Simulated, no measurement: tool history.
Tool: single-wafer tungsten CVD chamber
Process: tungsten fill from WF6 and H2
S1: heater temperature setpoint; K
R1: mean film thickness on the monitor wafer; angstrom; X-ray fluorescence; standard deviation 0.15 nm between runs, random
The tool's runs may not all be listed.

Run 1, day 0: S1 663.15 K, chamber pressure (Torr) 31.4, deposition time (s) 17.1. Result: R1 419.94 angstrom.
Run 2, day 0.35: S1 663.15 K, chamber pressure (Torr) 36.5, deposition time (s) 17.1. Result: R1 456.33 angstrom.
Run 3, day 0.479: S1 663.15 K, chamber pressure (Torr) 32.1, deposition time (s) 17.1. Result: R1 425.81 angstrom.
Run 4, day 0.808: S1 661.15 K, chamber pressure (Torr) 32, deposition time (s) 17.1. Result: R1 405.48 angstrom.
At day 1.025: capacitance manometer re-zeroed and calibrated.
Run 5, day 1.025: S1 657.15 K, chamber pressure (Torr) 32, deposition time (s) 17.1. Result: R1 382.54 angstrom.
Run 6, day 1.217: S1 664.15 K, chamber pressure (Torr) 32, deposition time (s) 17.1. Result: R1 446.62 angstrom.

Run 7 comes next. What will it give?
Run 7, day 1.362: S1 662.15 K, chamber pressure (Torr) 31.9, deposition time (s) 17.1. Result: R1 ?.

For run 7 the tool returned R1 421.29 angstrom.

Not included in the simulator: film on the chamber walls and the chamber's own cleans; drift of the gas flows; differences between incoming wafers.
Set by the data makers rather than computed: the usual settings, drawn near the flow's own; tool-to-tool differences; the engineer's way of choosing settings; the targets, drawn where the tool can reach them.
